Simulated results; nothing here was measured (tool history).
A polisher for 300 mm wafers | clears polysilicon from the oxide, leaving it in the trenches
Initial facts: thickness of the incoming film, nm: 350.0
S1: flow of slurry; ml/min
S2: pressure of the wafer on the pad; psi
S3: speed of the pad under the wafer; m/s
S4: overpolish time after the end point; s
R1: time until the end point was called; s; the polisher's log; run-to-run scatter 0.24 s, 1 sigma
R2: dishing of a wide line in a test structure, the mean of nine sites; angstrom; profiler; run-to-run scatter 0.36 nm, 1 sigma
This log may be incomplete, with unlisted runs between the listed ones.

run,hour,S1,S2,S3,S4,R1,R2
1,0,175,2.5,0.86,16,37.052,282.25
2,5.5,175,2.5,0.86,9,36.7,270.23
3,10,175,2,0.86,9,43.385,267.01
4,13.8,180,2.3,0.86,8,39.292,266.2
5,18.3,180,2.5,0.86,8,36.889,270.25
6,23.4,180,2.5,0.86,14,36.904,299.21

Run 7 is up next; what results do you expect?
7,29.3,175,2.7,0.86,12,?,?

Run 7 gave R1 34.582 s, R2 287.22 angstrom.
